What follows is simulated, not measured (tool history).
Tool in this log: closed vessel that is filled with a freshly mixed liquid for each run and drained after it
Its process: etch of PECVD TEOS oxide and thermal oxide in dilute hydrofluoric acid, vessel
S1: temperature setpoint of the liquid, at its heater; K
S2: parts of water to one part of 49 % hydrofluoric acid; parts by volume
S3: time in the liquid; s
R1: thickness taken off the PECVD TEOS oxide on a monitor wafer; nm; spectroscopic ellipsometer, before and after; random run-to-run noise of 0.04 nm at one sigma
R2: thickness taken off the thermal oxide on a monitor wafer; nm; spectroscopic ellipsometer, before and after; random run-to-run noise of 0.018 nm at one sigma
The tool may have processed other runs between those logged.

{"run": 1, "hour": 0.0, "S1": 295.15, "S2": 110, "S3": 60, "R1": 12.416, "R2": 2.7551}
{"run": 2, "hour": 1.2, "S1": 295.15, "S2": 95, "S3": 60, "R1": 14.654, "R2": 3.1622}
{"run": 3, "hour": 3.0, "S1": 294.15, "S2": 110, "S3": 60, "R1": 11.99, "R2": 2.6405}
{"run": 4, "hour": 6.6, "S1": 293.65, "S2": 120, "S3": 60, "R1": 10.686, "R2": 2.2995}
{"hour": 15.2, "done": "thermometer replaced"}
{"run": 5, "hour": 15.2, "S1": 297.15, "S2": 120, "S3": 60, "R1": 11.217, "R2": 2.4628}
{"run": 6, "hour": 15.8, "S1": 297.15, "S2": 135, "S3": 60, "R1": 9.7435, "R2": 2.2209}
{"run": 7, "hour": 18.0, "S1": 296.15, "S2": 145, "S3": 60, "R1": 8.6274, "R2": 1.9046}
{"run": 8, "hour": 25.7, "S1": 296.15, "S2": 155, "S3": 60, "R1": 8.0337, "R2": 1.858}
{"run": 9, "hour": 29.0, "S1": 295.15, "S2": 160, "S3": 60, "R1": 7.4254, "R2": 1.6071}

Run 10 is up next; what results do you expect?
{"run": 10, "hour": 37.3, "S1": 295.65, "S2": 170, "S3": 60, "R1": "?", "R2": "?"}

R1: 6.9226 nm
R2: 1.6008 nm

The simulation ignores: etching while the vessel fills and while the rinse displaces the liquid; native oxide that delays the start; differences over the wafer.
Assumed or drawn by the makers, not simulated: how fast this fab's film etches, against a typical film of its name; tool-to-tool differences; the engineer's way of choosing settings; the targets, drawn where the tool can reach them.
